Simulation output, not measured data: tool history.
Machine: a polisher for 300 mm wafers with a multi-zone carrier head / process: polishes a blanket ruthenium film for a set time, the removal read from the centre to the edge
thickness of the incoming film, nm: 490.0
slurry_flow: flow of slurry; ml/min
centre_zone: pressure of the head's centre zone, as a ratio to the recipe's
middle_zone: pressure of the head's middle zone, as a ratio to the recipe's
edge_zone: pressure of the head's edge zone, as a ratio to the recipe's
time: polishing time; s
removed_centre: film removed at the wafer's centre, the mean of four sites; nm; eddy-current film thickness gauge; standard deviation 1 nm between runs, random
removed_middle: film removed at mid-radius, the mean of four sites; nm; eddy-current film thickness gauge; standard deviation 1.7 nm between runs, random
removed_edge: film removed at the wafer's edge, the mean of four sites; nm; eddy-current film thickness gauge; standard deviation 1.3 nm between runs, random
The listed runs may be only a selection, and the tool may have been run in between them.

run  hour  slurry_flow  centre_zone  middle_zone  edge_zone  time  removed_centre  removed_middle  removed_edge
  1   0.0          260         1.00         1.00       1.00    69          127.46          130.31        134.65
  2   0.9          285         1.00         1.00       1.00    69          128.82          135.25        132.92
  3   5.8          320         1.00         1.00       1.00    69          128.78          133.44        134.47
  4  14.4          320         1.00         1.04       1.00    69          130.56          138.88        134.73
  5  17.7          315         1.05         1.01       1.04    71          139.84          135.54        141.61
  6  24.4          315         1.05         0.96       1.04    71          139.13          128.61        141.82
  7  29.6          350         1.15         0.99       1.14    75          161.24          145.68        156.83
  8  34.6          355         1.16         0.97       1.14    75          163.23          143.91        156.29

What will run 9 give?
  9  40.6          355         1.17         0.95       1.15    75               ?               ?             ?

{"run 9": {"removed_centre": 165.05, "removed_middle": 141.38, "removed_edge": 156.8}}
